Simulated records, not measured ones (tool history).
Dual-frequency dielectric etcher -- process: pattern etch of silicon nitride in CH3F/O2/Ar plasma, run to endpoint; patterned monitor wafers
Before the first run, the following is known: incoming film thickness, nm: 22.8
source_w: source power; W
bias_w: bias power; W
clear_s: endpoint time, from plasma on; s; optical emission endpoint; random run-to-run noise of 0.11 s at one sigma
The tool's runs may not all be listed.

run 1 hour=0.0 | source_w=440 bias_w=72 | clear_s=28.798
run 2 hour=7.1 | source_w=470 bias_w=72 | clear_s=28.286
run 3 hour=16.0 | source_w=510 bias_w=76 | clear_s=26.847
run 4 hour=21.3 | source_w=560 bias_w=76 | clear_s=26.076
run 5 hour=23.7 | source_w=560 bias_w=82 | clear_s=25.110
run 6 hour=26.3 | source_w=560 bias_w=71 | clear_s=26.607
run 7 hour=28.1 | source_w=580 bias_w=75 | clear_s=25.804
run 8 hour=35.2 | source_w=590 bias_w=78 | clear_s=25.199

Run 9, settings as shown, results not yet in. Your forecast:
run 9 hour=41.3 | source_w=600 bias_w=80 | clear_s=?

clear_s: 24.860 s
